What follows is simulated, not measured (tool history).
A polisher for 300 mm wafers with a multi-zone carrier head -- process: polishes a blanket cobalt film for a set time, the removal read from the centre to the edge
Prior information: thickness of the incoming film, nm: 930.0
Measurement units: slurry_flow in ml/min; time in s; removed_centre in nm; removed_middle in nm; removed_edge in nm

Run 1, hour 0: slurry_flow 180 ml/min, centre_zone 1, middle_zone 1, edge_zone 1, time 59 s. Result: removed_centre 392.6 nm, removed_middle 394.54 nm, removed_edge 395.05 nm.
Run 2, hour 6.1: slurry_flow 195 ml/min, centre_zone 1.01, middle_zone 1.02, edge_zone 1.03, time 59 s. Result: removed_centre 400.63 nm, removed_middle 414.84 nm, removed_edge 406.72 nm.
Run 3, hour 9.6: slurry_flow 195 ml/min, centre_zone 1.04, middle_zone 1.02, edge_zone 1.03, time 59 s. Result: removed_centre 415.4 nm, removed_middle 412.63 nm, removed_edge 404.28 nm.
Run 4, hour 11.4: slurry_flow 210 ml/min, centre_zone 1.04, middle_zone 1.03, edge_zone 1.05, time 59 s. Result: removed_centre 419.94 nm, removed_middle 421.7 nm, removed_edge 408.47 nm.
Run 5, hour 15.5: slurry_flow 210 ml/min, centre_zone 1.04, middle_zone 1.03, edge_zone 1.11, time 59 s. Result: removed_centre 417.53 nm, removed_middle 412.21 nm, removed_edge 411.97 nm.
Run 6, hour 23.5: slurry_flow 220 ml/min, centre_zone 1.04, middle_zone 1.04, edge_zone 1.12, time 60 s. Result: removed_centre 428.99 nm, removed_middle 437.58 nm, removed_edge 423.99 nm.

Run 7 is up next; what results do you expect?
Run 7, hour 31.3: slurry_flow 220 ml/min, centre_zone 1.04, middle_zone 1.04, edge_zone 1.12, time 60 s. Result: removed_centre ?, removed_middle ?, removed_edge ?.

removed_centre: 428.4 nm
removed_middle: 432.06 nm
removed_edge: 423.98 nm
